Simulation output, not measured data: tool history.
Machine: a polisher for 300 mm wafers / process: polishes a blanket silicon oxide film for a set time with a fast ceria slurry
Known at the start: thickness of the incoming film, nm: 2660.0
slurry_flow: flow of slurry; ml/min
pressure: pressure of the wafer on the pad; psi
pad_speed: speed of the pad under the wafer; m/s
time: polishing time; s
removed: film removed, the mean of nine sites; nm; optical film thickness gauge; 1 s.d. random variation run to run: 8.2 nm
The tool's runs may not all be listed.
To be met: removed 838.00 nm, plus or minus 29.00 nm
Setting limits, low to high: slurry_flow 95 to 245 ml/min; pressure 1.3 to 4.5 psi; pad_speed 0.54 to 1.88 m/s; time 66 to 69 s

{"run": 1, "hour": 0.0, "slurry_flow": 155, "pressure": 2.9, "pad_speed": 1.2, "time": 66, "removed": 1345.2}
{"run": 2, "hour": 1.4, "slurry_flow": 155, "pressure": 2.9, "pad_speed": 1.34, "time": 66, "removed": 1477.2}
{"run": 3, "hour": 2.0, "slurry_flow": 150, "pressure": 2.4, "pad_speed": 1.32, "time": 66, "removed": 1218.9}
{"run": 4, "hour": 2.7, "slurry_flow": 150, "pressure": 2.4, "pad_speed": 1.32, "time": 66, "removed": 1223.0}
{"run": 5, "hour": 5.5, "slurry_flow": 150, "pressure": 2.4, "pad_speed": 1.32, "time": 69, "removed": 1298.3}
{"run": 6, "hour": 7.2, "slurry_flow": 145, "pressure": 2.0, "pad_speed": 1.3, "time": 69, "removed": 1064.4}
{"run": 7, "hour": 9.3, "slurry_flow": 140, "pressure": 1.8, "pad_speed": 1.3, "time": 69, "removed": 966.72}
{"run": 8, "hour": 11.9, "slurry_flow": 130, "pressure": 1.7, "pad_speed": 1.3, "time": 69, "removed": 895.38}
{"run": 9, "hour": 17.2, "slurry_flow": 125, "pressure": 1.7, "pad_speed": 1.3, "time": 69, "removed": 898.23}
{"run": 10, "hour": 26.2, "slurry_flow": 120, "pressure": 1.7, "pad_speed": 1.3, "time": 69, "removed": 880.1}

Next run, 4 choices. One meets every target within its allowed miss, the rest don't. Which?
{"run": "A", "hour": 35.2, "slurry_flow": 95, "pressure": 2.1, "pad_speed": 1.08, "time": 66, "removed": "?"}
{"run": "B", "hour": 35.2, "slurry_flow": 155, "pressure": 1.7, "pad_speed": 1.34, "time": 67, "removed": "?"}
{"run": "C", "hour": 35.2, "slurry_flow": 135, "pressure": 2.1, "pad_speed": 1.18, "time": 68, "removed": "?"}
{"run": "D", "hour": 35.2, "slurry_flow": 95, "pressure": 2.0, "pad_speed": 1.04, "time": 66, "removed": "?"}

move=A removed=844.40
move=B removed=919.43
move=C removed=988.29
move=D removed=777.84
A: every result within its allowed miss
B: the biggest miss grows against the last run
C: the biggest miss grows against the last run
D: moves the result that the last run missed by most past its target, out the other side
Go with A: it meets all targets.
